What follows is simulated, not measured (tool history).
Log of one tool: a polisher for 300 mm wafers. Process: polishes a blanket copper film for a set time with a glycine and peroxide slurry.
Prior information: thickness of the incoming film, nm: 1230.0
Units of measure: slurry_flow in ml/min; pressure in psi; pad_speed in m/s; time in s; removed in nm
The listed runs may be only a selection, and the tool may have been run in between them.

{"run": 1, "day": 0.0, "slurry_flow": 160, "pressure": 3.4, "pad_speed": 1.06, "time": 25, "removed": 161.59}
{"run": 2, "day": 0.075, "slurry_flow": 160, "pressure": 3.2, "pad_speed": 1.06, "time": 25, "removed": 150.32}
{"run": 3, "day": 0.288, "slurry_flow": 160, "pressure": 3.1, "pad_speed": 1.06, "time": 25, "removed": 148.88}
{"run": 4, "day": 0.333, "slurry_flow": 160, "pressure": 3.1, "pad_speed": 1.06, "time": 22, "removed": 131.0}
{"run": 5, "day": 0.667, "slurry_flow": 160, "pressure": 3.1, "pad_speed": 1.06, "time": 22, "removed": 132.27}
{"run": 6, "day": 0.958, "slurry_flow": 160, "pressure": 3.6, "pad_speed": 1.06, "time": 22, "removed": 146.82}
{"run": 7, "day": 1.033, "slurry_flow": 160, "pressure": 3.4, "pad_speed": 1.06, "time": 22, "removed": 141.57}
{"day": 1.321, "done": "worn pad replaced by a new one"}
{"run": 8, "day": 1.321, "slurry_flow": 160, "pressure": 3.3, "pad_speed": 1.06, "time": 22, "removed": 152.98}

The next listed run, before its measurement:
{"run": 9, "day": 1.571, "slurry_flow": 160, "pressure": 3.1, "pad_speed": 1.06, "time": 22, "removed": "?"}

removed: 145.91 nm
